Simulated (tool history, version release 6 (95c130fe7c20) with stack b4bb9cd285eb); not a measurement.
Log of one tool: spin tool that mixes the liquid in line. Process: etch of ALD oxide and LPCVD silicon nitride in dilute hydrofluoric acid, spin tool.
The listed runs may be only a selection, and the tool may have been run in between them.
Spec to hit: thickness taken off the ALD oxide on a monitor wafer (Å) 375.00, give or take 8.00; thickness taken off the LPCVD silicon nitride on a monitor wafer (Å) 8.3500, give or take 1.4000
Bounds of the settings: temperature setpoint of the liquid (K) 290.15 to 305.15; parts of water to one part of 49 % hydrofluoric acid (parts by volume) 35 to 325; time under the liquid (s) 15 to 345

| run | hour | temperature setpoint of the liquid (K) | parts of water to one part of 49 % hydrofluoric acid (parts by volume) | time under the liquid (s) | thickness taken off the ALD oxide on a monitor wafer (Å) | thickness taken off the LPCVD silicon nitride on a monitor wafer (Å) |
|---|---|---|---|---|---|---|
| 1 | 0.0 | 297.15 | 180 | 175 | 175.00 | 4.5883 |
| 2 | 1.5 | 297.15 | 180 | 115 | 113.57 | 3.0036 |
| 3 | 3.0 | 297.65 | 160 | 115 | 134.52 | 3.6140 |
| 4 | 6.9 | 297.65 | 160 | 160 | 188.19 | 4.6466 |
| 5 | 12.4 | 295.65 | 160 | 160 | 171.80 | 4.2398 |
| 6 | 21.3 | 295.65 | 160 | 190 | 205.66 | 4.8531 |
| 7 | 23.8 | 299.65 | 95 | 190 | 434.96 | 11.5250 |
| 8 | 25.6 | 299.15 | 95 | 190 | 425.79 | 10.9060 |
| 9 | 27.8 | 295.15 | 95 | 190 | 366.03 | 8.3696 |
| 10 | 34.7 | 295.15 | 90 | 190 | 385.74 | 9.1738 |
| 11 | 36.5 | 293.65 | 85 | 190 | 384.90 | 8.0294 |
| 12 | 41.1 | 294.65 | 95 | 190 | 355.46 | 8.6984 |
| 13 | 45.2 | 293.65 | 80 | 190 | 410.51 | 8.3368 |
| 14 | 46.7 | 294.65 | 95 | 190 | 353.69 | 7.9201 |
| 15 | 49.7 | 295.15 | 95 | 190 | 363.14 | 8.1958 |

Next run, 5 choices. One meets every target within its allowed miss, the rest don't. Which?
| A | 52.7 | 295.15 | 95 | 195 | ? | ? |
| B | 52.7 | 303.15 | 135 | 200 | ? | ? |
| C | 52.7 | 293.65 | 90 | 180 | ? | ? |
| D | 52.7 | 296.65 | 125 | 230 | ? | ? |
| E | 52.7 | 303.65 | 130 | 190 | ? | ? |

| move | thickness taken off the ALD oxide on a monitor wafer (Å) | thickness taken off the LPCVD silicon nitride on a monitor wafer (Å) |
|---|---|---|
| A | 374.42 | 8.8107 |
| B | 352.95 | 10.8060 |
| C | 344.59 | 7.7305 |
| D | 345.08 | 8.7970 |
| E | 357.03 | 11.0020 |
A: every result lands within tolerance
B: further off than the last run
C: further off than the last run
D: further off than the last run
E: further off than the last run
The right move is A.
